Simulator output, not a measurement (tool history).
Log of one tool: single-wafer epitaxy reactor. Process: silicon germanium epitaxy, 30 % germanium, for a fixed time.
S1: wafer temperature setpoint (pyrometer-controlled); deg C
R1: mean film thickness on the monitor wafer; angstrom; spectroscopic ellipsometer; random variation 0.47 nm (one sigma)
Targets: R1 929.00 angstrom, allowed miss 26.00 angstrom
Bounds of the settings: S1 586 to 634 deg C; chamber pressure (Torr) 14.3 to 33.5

Run 1, day 0.000: S1 610 deg C, chamber pressure (Torr) 23.9. Result: R1 713.86 angstrom.
Run 2, day 0.188: S1 603 deg C, chamber pressure (Torr) 23.9. Result: R1 626.17 angstrom.
Run 3, day 0.308: S1 597 deg C, chamber pressure (Torr) 23.9. Result: R1 562.23 angstrom.
Run 4, day 0.467: S1 597 deg C, chamber pressure (Torr) 25.7. Result: R1 590.29 angstrom.
Run 5, day 0.725: S1 604 deg C, chamber pressure (Torr) 25.9. Result: R1 674.40 angstrom.
Run 6, day 0.750: S1 604 deg C, chamber pressure (Torr) 28.5. Result: R1 703.32 angstrom.
Run 7, day 0.958: S1 608 deg C, chamber pressure (Torr) 28.7. Result: R1 754.74 angstrom.
Run 8, day 1.225: S1 611 deg C, chamber pressure (Torr) 28.8. Result: R1 802.41 angstrom.
Run 9, day 1.471: S1 613 deg C, chamber pressure (Torr) 28.9. Result: R1 827.79 angstrom.
Run 10, day 1.579: S1 615 deg C, chamber pressure (Torr) 29.0. Result: R1 861.03 angstrom.
Run 11, day 1.829: S1 616 deg C, chamber pressure (Torr) 29.0. Result: R1 882.96 angstrom.
Run 12, day 2.017: S1 617 deg C, chamber pressure (Torr) 29.0. Result: R1 889.16 angstrom.

Which of these 5 next moves meets every target?
Run A, day 2.204: S1 623 deg C, chamber pressure (Torr) 30.7. Result: R1 ?.
Run B, day 2.204: S1 620 deg C, chamber pressure (Torr) 31.5. Result: R1 ?.
Run C, day 2.204: S1 617 deg C, chamber pressure (Torr) 27.8. Result: R1 ?.
Run D, day 2.204: S1 613 deg C, chamber pressure (Torr) 30.5. Result: R1 ?.
Run E, day 2.204: S1 620 deg C, chamber pressure (Torr) 28.1. Result: R1 ?.

move       R1
   A  1007.80
   B   970.09
   C   864.73
   D   846.12
   E   915.42
A: takes the result that was furthest off past its target
B: takes the result that was furthest off past its target
C: further off than the last run
D: further off than the last run
E: meets every target
The right move is E.

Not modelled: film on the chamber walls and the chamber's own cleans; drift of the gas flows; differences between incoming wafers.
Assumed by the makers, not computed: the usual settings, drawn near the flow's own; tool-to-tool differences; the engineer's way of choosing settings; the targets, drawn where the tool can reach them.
